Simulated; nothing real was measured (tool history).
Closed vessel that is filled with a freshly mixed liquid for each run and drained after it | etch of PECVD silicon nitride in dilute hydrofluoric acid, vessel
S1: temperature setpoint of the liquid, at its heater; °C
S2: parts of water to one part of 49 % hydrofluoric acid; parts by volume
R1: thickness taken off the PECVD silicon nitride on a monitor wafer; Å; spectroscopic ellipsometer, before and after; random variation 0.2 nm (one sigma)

run 1 hour=0.0 | S1=20.0 S2=220 time_in_the_liquid_(s)=3215 | R1=257.94
run 2 hour=2.7 | S1=22.0 S2=220 time_in_the_liquid_(s)=3215 | R1=294.13
run 3 hour=9.8 | S1=22.0 S2=145 time_in_the_liquid_(s)=3215 | R1=441.32
run 4 hour=10.4 | S1=22.0 S2=145 time_in_the_liquid_(s)=3425 | R1=472.04
run 5 hour=19.3 | S1=21.0 S2=150 time_in_the_liquid_(s)=3425 | R1=423.86
run 6 hour=24.1 | S1=23.0 S2=150 time_in_the_liquid_(s)=3425 | R1=487.44
run 7 hour=30.0 | S1=22.0 S2=155 time_in_the_liquid_(s)=3425 | R1=438.49
run 8 hour=32.2 | S1=21.0 S2=155 time_in_the_liquid_(s)=3425 | R1=414.06

What does the tool deliver on the next run?
run 9 hour=40.7 | S1=20.5 S2=155 time_in_the_liquid_(s)=3425 | R1=?

R1: 401.14 Å

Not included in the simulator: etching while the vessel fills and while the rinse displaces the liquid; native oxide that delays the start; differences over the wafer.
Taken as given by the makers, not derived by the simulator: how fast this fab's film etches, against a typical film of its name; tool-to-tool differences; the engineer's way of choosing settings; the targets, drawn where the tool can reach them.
